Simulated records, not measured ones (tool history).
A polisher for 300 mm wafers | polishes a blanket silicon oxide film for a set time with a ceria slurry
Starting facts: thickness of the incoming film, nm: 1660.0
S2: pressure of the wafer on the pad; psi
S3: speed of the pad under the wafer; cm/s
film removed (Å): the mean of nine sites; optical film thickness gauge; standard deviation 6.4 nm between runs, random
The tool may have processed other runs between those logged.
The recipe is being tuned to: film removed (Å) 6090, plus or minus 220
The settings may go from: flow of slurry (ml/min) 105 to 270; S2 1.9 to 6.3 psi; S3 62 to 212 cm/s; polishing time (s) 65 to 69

run 1 hour=0 | flow_of_slurry_(ml/min)=175 S2=4.1 S3=136 polishing_time_(s)=65 | film_removed_(Å)=4109.7
run 2 hour=2.8 | flow_of_slurry_(ml/min)=180 S2=4.6 S3=136 polishing_time_(s)=65 | film_removed_(Å)=4580.3
run 3 hour=11.4 | flow_of_slurry_(ml/min)=180 S2=5.5 S3=136 polishing_time_(s)=65 | film_removed_(Å)=5582.3
run 4 hour=12.6 | flow_of_slurry_(ml/min)=185 S2=5.6 S3=136 polishing_time_(s)=65 | film_removed_(Å)=5723.4
run 5 hour=14.2 | flow_of_slurry_(ml/min)=185 S2=5.6 S3=114 polishing_time_(s)=65 | film_removed_(Å)=4763.5
run 6 hour=16.3 | flow_of_slurry_(ml/min)=185 S2=5.8 S3=118 polishing_time_(s)=65 | film_removed_(Å)=5137.3
run 7 hour=17.1 | flow_of_slurry_(ml/min)=185 S2=6 S3=120 polishing_time_(s)=65 | film_removed_(Å)=5370.1
run 8 hour=24 | flow_of_slurry_(ml/min)=190 S2=6.1 S3=122 polishing_time_(s)=65 | film_removed_(Å)=5605
run 9 hour=25.5 | flow_of_slurry_(ml/min)=190 S2=6.2 S3=124 polishing_time_(s)=65 | film_removed_(Å)=5805.9
run 10 hour=34.2 | flow_of_slurry_(ml/min)=190 S2=6.2 S3=124 polishing_time_(s)=65 | film_removed_(Å)=5740.9

Pick the move, out of 4, that brings all results within their allowed miss; only one does.
run A hour=42.9 | flow_of_slurry_(ml/min)=185 S2=5.8 S3=132 polishing_time_(s)=69 | film_removed_(Å)=?
run B hour=42.9 | flow_of_slurry_(ml/min)=215 S2=5.9 S3=120 polishing_time_(s)=65 | film_removed_(Å)=?
run C hour=42.9 | flow_of_slurry_(ml/min)=180 S2=6 S3=112 polishing_time_(s)=65 | film_removed_(Å)=?
run D hour=42.9 | flow_of_slurry_(ml/min)=220 S2=5.4 S3=134 polishing_time_(s)=65 | film_removed_(Å)=?

move=A film_removed_(Å)=6055.2
move=B film_removed_(Å)=5397.2
move=C film_removed_(Å)=5010.8
move=D film_removed_(Å)=5523
A: meets every target
B: misses by more than the last run did
C: misses by more than the last run did
D: misses by more than the last run did
The move that meets every target is A.

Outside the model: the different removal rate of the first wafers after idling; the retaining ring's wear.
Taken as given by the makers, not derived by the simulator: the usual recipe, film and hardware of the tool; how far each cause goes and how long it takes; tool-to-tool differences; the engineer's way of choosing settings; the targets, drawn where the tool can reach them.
